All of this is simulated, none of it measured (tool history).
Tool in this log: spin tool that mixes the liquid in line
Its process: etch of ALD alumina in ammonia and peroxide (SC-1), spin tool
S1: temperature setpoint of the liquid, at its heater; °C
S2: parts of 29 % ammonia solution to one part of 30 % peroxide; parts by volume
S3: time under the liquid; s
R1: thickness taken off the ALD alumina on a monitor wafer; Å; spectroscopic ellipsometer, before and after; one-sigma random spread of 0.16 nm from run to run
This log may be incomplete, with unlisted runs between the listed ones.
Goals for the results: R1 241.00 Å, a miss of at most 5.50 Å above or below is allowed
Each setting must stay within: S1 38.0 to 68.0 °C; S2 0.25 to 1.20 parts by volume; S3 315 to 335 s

run	hour	S1	S2	S3	R1
1	0.0	52.0	0.95	315	156.54
2	7.5	54.5	0.95	315	178.45
3	13.1	55.0	0.95	315	182.49
4	18.3	55.0	0.75	315	177.86
5	25.5	55.5	0.75	315	183.96
6	31.2	55.5	0.75	315	184.14
7	36.5	56.0	0.75	315	188.56
8	42.3	56.5	0.75	315	195.85
9	49.8	56.5	0.75	315	192.11
10	53.4	57.0	0.75	315	196.41
11	58.1	57.5	0.75	315	205.48
# hour 67.0: ammonia flow meter replaced
12	67.0	58.0	0.75	315	208.72
13	75.6	58.5	0.75	315	214.74

Exercise: of the 4 proposed moves below, exactly one satisfies all targets within the stated allowed misses. Which move is it?
A	84.2	60.5	0.70	335	?
B	84.2	59.0	0.65	335	?
C	84.2	63.5	0.30	315	?
D	84.2	61.0	0.55	325	?

move	R1
A	250.29
B	230.09
C	252.88
D	243.48
A: pushes the last run's worst result past its target
B: nearer than the last run, and not there yet
C: pushes the last run's worst result past its target
D: in spec on every target
So the answer is move D, the one that meets all the targets.

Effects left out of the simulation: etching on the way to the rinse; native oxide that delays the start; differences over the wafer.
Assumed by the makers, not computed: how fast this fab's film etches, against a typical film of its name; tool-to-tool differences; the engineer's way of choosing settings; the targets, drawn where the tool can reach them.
